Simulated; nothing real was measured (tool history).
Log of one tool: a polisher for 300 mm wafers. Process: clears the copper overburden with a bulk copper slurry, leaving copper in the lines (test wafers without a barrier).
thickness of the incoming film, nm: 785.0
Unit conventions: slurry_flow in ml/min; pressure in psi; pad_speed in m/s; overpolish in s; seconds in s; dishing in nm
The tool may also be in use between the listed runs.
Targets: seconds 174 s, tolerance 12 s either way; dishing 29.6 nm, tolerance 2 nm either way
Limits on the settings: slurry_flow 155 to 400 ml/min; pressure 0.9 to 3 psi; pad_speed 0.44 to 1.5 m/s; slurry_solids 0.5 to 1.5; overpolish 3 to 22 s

{"run": 1, "hour": 0.0, "slurry_flow": 255, "pressure": 1.9, "pad_speed": 0.96, "slurry_solids": 1, "overpolish": 11, "seconds": 150.67, "dishing": 42.162}
{"run": 2, "hour": 8.9, "slurry_flow": 255, "pressure": 2.4, "pad_speed": 0.96, "slurry_solids": 1, "overpolish": 11, "seconds": 120.01, "dishing": 50.462}
{"run": 3, "hour": 16.8, "slurry_flow": 255, "pressure": 2.2, "pad_speed": 0.94, "slurry_solids": 1, "overpolish": 10, "seconds": 138.55, "dishing": 41.848}
{"run": 4, "hour": 21.8, "slurry_flow": 255, "pressure": 2.1, "pad_speed": 0.94, "slurry_solids": 1, "overpolish": 9, "seconds": 140.58, "dishing": 37.785}
{"run": 5, "hour": 28.8, "slurry_flow": 285, "pressure": 2.1, "pad_speed": 0.94, "slurry_solids": 1, "overpolish": 9, "seconds": 141.51, "dishing": 37.51}
{"run": 6, "hour": 33.6, "slurry_flow": 285, "pressure": 2, "pad_speed": 0.94, "slurry_solids": 1, "overpolish": 9, "seconds": 137.46, "dishing": 36.122}
{"run": 7, "hour": 41.1, "slurry_flow": 270, "pressure": 1.9, "pad_speed": 0.94, "slurry_solids": 1, "overpolish": 9, "seconds": 151.38, "dishing": 34.157}
{"run": 8, "hour": 43.7, "slurry_flow": 265, "pressure": 1.8, "pad_speed": 0.94, "slurry_solids": 1, "overpolish": 9, "seconds": 158.73, "dishing": 34.179}
{"run": 9, "hour": 44.6, "slurry_flow": 265, "pressure": 1.7, "pad_speed": 0.94, "slurry_solids": 1, "overpolish": 9, "seconds": 168.73, "dishing": 31.138}

4 next moves are on the table. One of them brings every result within its allowed miss. Which?
{"run": "A", "hour": 45.5, "slurry_flow": 220, "pressure": 1.8, "pad_speed": 0.84, "slurry_solids": 0.95, "overpolish": 9, "seconds": "?", "dishing": "?"}
{"run": "B", "hour": 45.5, "slurry_flow": 230, "pressure": 1.8, "pad_speed": 0.98, "slurry_solids": 1, "overpolish": 8, "seconds": "?", "dishing": "?"}
{"run": "C", "hour": 45.5, "slurry_flow": 265, "pressure": 2, "pad_speed": 0.84, "slurry_solids": 1.1, "overpolish": 10, "seconds": "?", "dishing": "?"}
{"run": "D", "hour": 45.5, "slurry_flow": 220, "pressure": 2.6, "pad_speed": 0.62, "slurry_solids": 1, "overpolish": 10, "seconds": "?", "dishing": "?"}

move=A seconds=179.64 dishing=29.415
move=B seconds=152.7 dishing=30.617
move=C seconds=157.99 dishing=36.382
move=D seconds=175.14 dishing=33.598
A: hits every target within its allowed miss
B: brings the result that was furthest off to its target, and leaves another outside
C: the biggest miss grows against the last run
D: the biggest miss grows against the last run
A meets every target.
